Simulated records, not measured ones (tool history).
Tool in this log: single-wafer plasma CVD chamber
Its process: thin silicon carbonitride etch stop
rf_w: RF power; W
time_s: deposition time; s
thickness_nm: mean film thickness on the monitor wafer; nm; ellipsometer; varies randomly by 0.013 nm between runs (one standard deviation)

Run 1, hour 0: rf_w 270 W, time_s 10.8 s. Result: thickness_nm 6.4359 nm.
Run 2, hour 4.1: rf_w 270 W, time_s 10 s. Result: thickness_nm 5.9821 nm.
Run 3, hour 12.3: rf_w 270 W, time_s 8.5 s. Result: thickness_nm 5.0875 nm.
Run 4, hour 21.2: rf_w 240 W, time_s 8.5 s. Result: thickness_nm 4.8518 nm.
Run 5, hour 27.7: rf_w 260 W, time_s 8.6 s. Result: thickness_nm 5.0732 nm.
Run 6, hour 30: rf_w 225 W, time_s 8.6 s. Result: thickness_nm 4.8096 nm.
Run 7, hour 32.6: rf_w 245 W, time_s 8.7 s. Result: thickness_nm 5.012 nm.

For run 8, what comes out?
Run 8, hour 39.2: rf_w 260 W, time_s 8.8 s. Result: thickness_nm ?.

{"run 8": {"thickness_nm": 5.1706}}
